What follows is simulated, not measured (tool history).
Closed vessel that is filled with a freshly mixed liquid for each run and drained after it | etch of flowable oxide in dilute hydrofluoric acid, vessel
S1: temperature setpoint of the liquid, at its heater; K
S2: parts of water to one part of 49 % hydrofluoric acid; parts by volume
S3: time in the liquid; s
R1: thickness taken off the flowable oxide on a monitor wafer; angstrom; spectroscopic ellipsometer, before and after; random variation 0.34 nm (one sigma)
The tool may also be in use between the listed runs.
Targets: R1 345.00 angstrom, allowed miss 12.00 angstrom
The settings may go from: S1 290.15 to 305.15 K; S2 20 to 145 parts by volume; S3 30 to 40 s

run,day,S1,S2,S3,R1
1,0.000,297.15,80,40,253.96
2,0.338,297.15,80,30,187.86
3,0.504,298.65,80,30,200.83
4,0.617,300.15,80,30,214.12
5,0.788,300.65,75,30,234.01
6,1.142,297.65,75,30,203.94
7,1.325,298.65,70,30,232.16
# day 1.667: hydrofluoric acid flow meter replaced
8,1.667,299.15,65,30,238.94
9,1.712,299.65,60,30,262.36
10,2.042,300.15,60,30,267.19

5 next moves are on the table. One of them brings every result within its allowed miss. Which?
A,2.371,299.65,55,40,?
B,2.371,301.65,70,30,?
C,2.371,301.65,65,40,?
D,2.371,300.15,50,35,?
E,2.371,303.65,65,40,?

move,R1
A,387.63
B,242.04
C,350.06
D,383.36
E,378.35
A: takes the result that was furthest off past its target
B: further off than the last run
C: meets every target
D: takes the result that was furthest off past its target
E: takes the result that was furthest off past its target
Move C is the one to make.
